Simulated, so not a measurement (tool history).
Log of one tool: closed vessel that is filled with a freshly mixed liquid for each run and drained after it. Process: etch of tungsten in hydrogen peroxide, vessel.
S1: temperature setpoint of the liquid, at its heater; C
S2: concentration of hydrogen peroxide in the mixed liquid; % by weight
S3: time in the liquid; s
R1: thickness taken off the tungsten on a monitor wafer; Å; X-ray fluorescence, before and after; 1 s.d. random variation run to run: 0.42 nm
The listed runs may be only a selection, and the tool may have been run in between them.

{"run": 1, "hour": 0.0, "S1": 58, "S2": 20, "S3": 30, "R1": 1072.4}
{"run": 2, "hour": 5.8, "S1": 53.5, "S2": 20, "S3": 30, "R1": 814.89}
{"run": 3, "hour": 9.4, "S1": 53.5, "S2": 20, "S3": 30, "R1": 816.1}
{"run": 4, "hour": 10.5, "S1": 53.5, "S2": 20, "S3": 30, "R1": 818.53}
{"run": 5, "hour": 15.2, "S1": 54.5, "S2": 20, "S3": 30, "R1": 863.79}
{"run": 6, "hour": 20.8, "S1": 55, "S2": 20, "S3": 30, "R1": 890.56}
{"run": 7, "hour": 23.5, "S1": 55.5, "S2": 20, "S3": 30, "R1": 921.27}

The next listed run, before its measurement:
{"run": 8, "hour": 30.5, "S1": 55.5, "S2": 20, "S3": 30, "R1": "?"}

R1: 918.99 Å

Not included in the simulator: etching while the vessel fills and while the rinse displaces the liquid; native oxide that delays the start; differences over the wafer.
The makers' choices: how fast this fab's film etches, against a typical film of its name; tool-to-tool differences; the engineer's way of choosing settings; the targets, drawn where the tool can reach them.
